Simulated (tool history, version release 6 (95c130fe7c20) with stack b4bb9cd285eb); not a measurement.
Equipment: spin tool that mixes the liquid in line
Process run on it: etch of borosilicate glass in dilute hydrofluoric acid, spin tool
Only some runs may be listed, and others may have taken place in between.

| run | day | temperature setpoint of the liquid (°C) | parts of water to one part of 49 % hydrofluoric acid (parts by volume) | time under the liquid (s) | thickness taken off the borosilicate glass on a monitor wafer (nm) |
|---|---|---|---|---|---|
| 1 | 0.000 | 25.0 | 190 | 275 | 37.216 |
| 2 | 0.146 | 26.5 | 170 | 275 | 45.406 |
| 3 | 0.254 | 28.0 | 155 | 275 | 53.770 |
| 4 | 0.288 | 29.5 | 155 | 275 | 56.700 |
| 5 | 0.438 | 29.5 | 155 | 275 | 56.310 |
| 6 | 0.646 | 29.5 | 185 | 275 | 45.443 |
| 7 | 1.021 | 33.0 | 110 | 275 | 95.832 |
| 8 | 1.267 | 33.0 | 110 | 275 | 95.790 |
| 9 | 1.317 | 33.0 | 110 | 275 | 96.304 |
|  | 1.546 | hydrofluoric acid flow meter replaced |
| 10 | 1.546 | 32.5 | 110 | 275 | 105.700 |
| 11 | 1.679 | 32.5 | 145 | 275 | 77.021 |

Estimate the outcome of run 12 from the log above:
| 12 | 1.862 | 32.5 | 140 | 275 | ? |

Run 12 yielded thickness taken off the borosilicate glass on a monitor wafer (nm) 80.451.
